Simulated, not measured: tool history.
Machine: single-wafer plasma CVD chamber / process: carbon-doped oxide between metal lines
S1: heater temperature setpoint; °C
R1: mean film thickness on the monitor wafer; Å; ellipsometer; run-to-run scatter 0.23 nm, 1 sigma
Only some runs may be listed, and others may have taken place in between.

{"run": 1, "hour": 0.0, "S1": 345, "chamber pressure (Pa)": 785, "RF power (kW)": 0.555, "deposition time (s)": 12.5, "R1": 760.55}
{"run": 2, "hour": 6.6, "S1": 345, "chamber pressure (Pa)": 785, "RF power (kW)": 0.555, "deposition time (s)": 12.5, "R1": 762.41}
{"run": 3, "hour": 12.9, "S1": 338, "chamber pressure (Pa)": 785, "RF power (kW)": 0.555, "deposition time (s)": 12.5, "R1": 782.68}
{"run": 4, "hour": 19.7, "S1": 344, "chamber pressure (Pa)": 785, "RF power (kW)": 0.555, "deposition time (s)": 12.5, "R1": 764.58}
{"run": 5, "hour": 24.8, "S1": 347, "chamber pressure (Pa)": 763, "RF power (kW)": 0.525, "deposition time (s)": 12.5, "R1": 733.23}
{"run": 6, "hour": 25.9, "S1": 347, "chamber pressure (Pa)": 763, "RF power (kW)": 0.565, "deposition time (s)": 12.5, "R1": 764.7}
{"run": 7, "hour": 26.8, "S1": 347, "chamber pressure (Pa)": 763, "RF power (kW)": 0.565, "deposition time (s)": 12.5, "R1": 764.48}

Run 8 comes next. What will it give?
{"run": 8, "hour": 35.2, "S1": 350, "chamber pressure (Pa)": 748, "RF power (kW)": 0.535, "deposition time (s)": 12.5, "R1": "?"}

R1: 729.12 Å

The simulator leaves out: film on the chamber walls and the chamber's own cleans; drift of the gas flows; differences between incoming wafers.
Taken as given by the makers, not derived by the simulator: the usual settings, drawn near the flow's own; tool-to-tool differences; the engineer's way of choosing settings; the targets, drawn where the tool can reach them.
